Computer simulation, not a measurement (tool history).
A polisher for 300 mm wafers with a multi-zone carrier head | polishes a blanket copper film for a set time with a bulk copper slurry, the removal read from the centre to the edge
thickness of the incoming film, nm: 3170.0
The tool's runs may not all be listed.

run	hour	flow of slurry (ml/min)	pressure of the head's centre zone	pressure of the head's middle zone	pressure of the head's edge zone	abrasive content of the slurry	polishing time (s)	film removed at the wafer's centre (nm)	film removed at mid-radius (nm)	film removed at the wafer's edge (nm)
1	0.0	175	1.00	1.00	1.00	1.00	66	783.03	802.40	787.81
2	6.5	175	1.00	1.09	1.00	1.00	66	783.73	846.16	756.92
3	10.2	160	0.98	1.01	1.01	0.85	64	695.37	720.46	719.70
4	14.8	145	0.96	0.96	1.00	0.80	64	659.90	674.92	695.19
5	23.1	145	0.96	1.04	1.00	0.80	64	658.07	715.95	687.91
6	23.9	135	0.94	0.98	1.01	0.75	64	628.24	662.50	684.19
7	28.2	130	0.92	0.93	1.01	0.70	64	588.47	618.69	643.93

The next listed run, before its measurement:
8	29.4	120	0.92	0.90	1.05	0.70	64	?	?	?

Run 8 gave film removed at the wafer's centre (nm) 570.65, film removed at mid-radius (nm) 586.94, film removed at the wafer's edge (nm) 654.51.
